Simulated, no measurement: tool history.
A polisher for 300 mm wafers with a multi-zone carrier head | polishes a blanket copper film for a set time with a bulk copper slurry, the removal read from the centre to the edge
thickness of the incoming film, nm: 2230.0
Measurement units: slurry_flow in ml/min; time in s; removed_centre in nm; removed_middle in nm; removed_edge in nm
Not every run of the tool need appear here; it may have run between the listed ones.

Run 1, day 0.000: slurry_flow 130 ml/min, centre_zone 1.00, middle_zone 1.00, edge_zone 1.00, slurry_solids 1.00, time 50 s. Result: removed_centre 546.51 nm, removed_middle 535.38 nm, removed_edge 545.78 nm.
Run 2, day 0.158: slurry_flow 150 ml/min, centre_zone 1.00, middle_zone 1.00, edge_zone 1.00, slurry_solids 1.00, time 50 s. Result: removed_centre 570.83 nm, removed_middle 558.64 nm, removed_edge 557.63 nm.
Run 3, day 0.304: slurry_flow 150 ml/min, centre_zone 1.00, middle_zone 1.00, edge_zone 1.09, slurry_solids 1.00, time 50 s. Result: removed_centre 571.90 nm, removed_middle 566.53 nm, removed_edge 584.41 nm.
Run 4, day 0.546: slurry_flow 150 ml/min, centre_zone 1.00, middle_zone 1.00, edge_zone 1.09, slurry_solids 1.20, time 50 s. Result: removed_centre 598.27 nm, removed_middle 592.84 nm, removed_edge 597.63 nm.
Run 5, day 0.767: slurry_flow 150 ml/min, centre_zone 0.96, middle_zone 0.97, edge_zone 1.12, slurry_solids 1.25, time 53 s. Result: removed_centre 615.21 nm, removed_middle 614.88 nm, removed_edge 667.79 nm.
Run 6, day 1.004: slurry_flow 155 ml/min, centre_zone 0.94, middle_zone 0.96, edge_zone 1.14, slurry_solids 1.30, time 54 s. Result: removed_centre 614.73 nm, removed_middle 634.08 nm, removed_edge 699.08 nm.
Run 7, day 1.108: slurry_flow 160 ml/min, centre_zone 0.93, middle_zone 0.95, edge_zone 1.15, slurry_solids 1.35, time 54 s. Result: removed_centre 624.57 nm, removed_middle 643.18 nm, removed_edge 704.25 nm.

Expected results for the next run?
Run 8, day 1.362: slurry_flow 160 ml/min, centre_zone 0.92, middle_zone 0.94, edge_zone 1.16, slurry_solids 1.40, time 55 s. Result: removed_centre ?, removed_middle ?, removed_edge ?.

removed_centre: 643.41 nm
removed_middle: 666.28 nm
removed_edge: 729.68 nm
